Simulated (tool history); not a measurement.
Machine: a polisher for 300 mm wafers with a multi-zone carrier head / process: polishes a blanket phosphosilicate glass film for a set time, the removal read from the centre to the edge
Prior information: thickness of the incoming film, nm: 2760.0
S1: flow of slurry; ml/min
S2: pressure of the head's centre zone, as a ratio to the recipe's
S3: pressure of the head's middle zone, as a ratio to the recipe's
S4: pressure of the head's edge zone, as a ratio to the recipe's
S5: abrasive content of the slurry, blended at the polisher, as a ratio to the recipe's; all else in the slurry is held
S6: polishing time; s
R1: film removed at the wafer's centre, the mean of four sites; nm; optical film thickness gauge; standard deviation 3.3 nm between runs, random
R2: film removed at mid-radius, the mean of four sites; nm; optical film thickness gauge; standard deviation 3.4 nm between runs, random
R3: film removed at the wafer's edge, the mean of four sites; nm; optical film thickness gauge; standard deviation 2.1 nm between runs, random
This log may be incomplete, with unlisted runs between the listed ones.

Run 1, hour 0: S1 220 ml/min, S2 1, S3 1, S4 1, S5 1, S6 64 s. Result: R1 493.21 nm, R2 476.72 nm, R3 480.87 nm.
Run 2, hour 5.7: S1 260 ml/min, S2 1, S3 1, S4 1, S5 1, S6 64 s. Result: R1 500.49 nm, R2 497.1 nm, R3 472.46 nm.
Run 3, hour 10.5: S1 285 ml/min, S2 1, S3 1, S4 1, S5 1, S6 64 s. Result: R1 505.83 nm, R2 496.7 nm, R3 482.88 nm.
Run 4, hour 16.4: S1 285 ml/min, S2 0.97, S3 0.99, S4 0.98, S5 0.9, S6 63 s. Result: R1 475.55 nm, R2 465.72 nm, R3 455.93 nm.
Run 5, hour 24.1: S1 285 ml/min, S2 0.97, S3 0.99, S4 1.05, S5 0.9, S6 63 s. Result: R1 475.89 nm, R2 466.33 nm, R3 472.27 nm.
Run 6, hour 30.2: S1 285 ml/min, S2 0.97, S3 0.99, S4 1.05, S5 1.1, S6 63 s. Result: R1 504.21 nm, R2 495.12 nm, R3 503.33 nm.
Run 7, hour 38: S1 285 ml/min, S2 0.95, S3 0.99, S4 1.02, S5 1, S6 62 s. Result: R1 473 nm, R2 476.15 nm, R3 473 nm.
Run 8, hour 46: S1 280 ml/min, S2 0.93, S3 0.99, S4 1, S5 0.9, S6 61 s. Result: R1 438.85 nm, R2 460.42 nm, R3 445.55 nm.

Run 9 is up next; what results do you expect?
Run 9, hour 54.8: S1 280 ml/min, S2 0.91, S3 0.97, S4 0.98, S5 0.85, S6 60 s. Result: R1 ?, R2 ?, R3 ?.

R1: 420.24 nm
R2: 432.19 nm
R3: 425.71 nm
